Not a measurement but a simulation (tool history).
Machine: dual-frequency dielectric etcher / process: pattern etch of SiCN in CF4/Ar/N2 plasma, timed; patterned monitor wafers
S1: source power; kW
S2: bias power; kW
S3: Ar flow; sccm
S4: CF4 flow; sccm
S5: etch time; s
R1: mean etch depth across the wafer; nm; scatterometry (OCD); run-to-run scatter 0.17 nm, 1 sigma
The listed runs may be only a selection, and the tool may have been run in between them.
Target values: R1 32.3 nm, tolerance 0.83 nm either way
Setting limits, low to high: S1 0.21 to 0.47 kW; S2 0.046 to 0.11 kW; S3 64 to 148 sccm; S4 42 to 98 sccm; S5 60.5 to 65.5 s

run	hour	S1	S2	S3	S4	S5	R1
1	0	0.34	0.078	106	70	65.5	45.947
2	4.9	0.34	0.078	98	70	65.5	46.668
3	12.5	0.32	0.076	99	70	65.5	43.396
4	16.2	0.3	0.075	99	70	65.5	40.538
5	21.7	0.29	0.075	99	70	65.5	38.955
6	26.4	0.29	0.065	99	70	65.5	35.666
7	28.1	0.28	0.065	99	70	65.5	34.884
8	31	0.27	0.065	99	70	65.5	33.294

Which one of the following 5 next-run settings gets every result inside its allowed miss? There is exactly one.
A	33.9	0.3	0.056	98	62	64.5	?
B	33.9	0.26	0.073	90	66	64	?
C	33.9	0.31	0.064	100	69	60.5	?
D	33.9	0.26	0.074	93	76	62.5	?
E	33.9	0.29	0.066	98	60	64.5	?

move	R1
A	32.869
B	34.567
C	35.058
D	34.434
E	35.284
A: meets every target
B: misses by more than the last run did
C: misses by more than the last run did
D: misses by more than the last run did
E: misses by more than the last run did
Correct choice: A, which meets every target
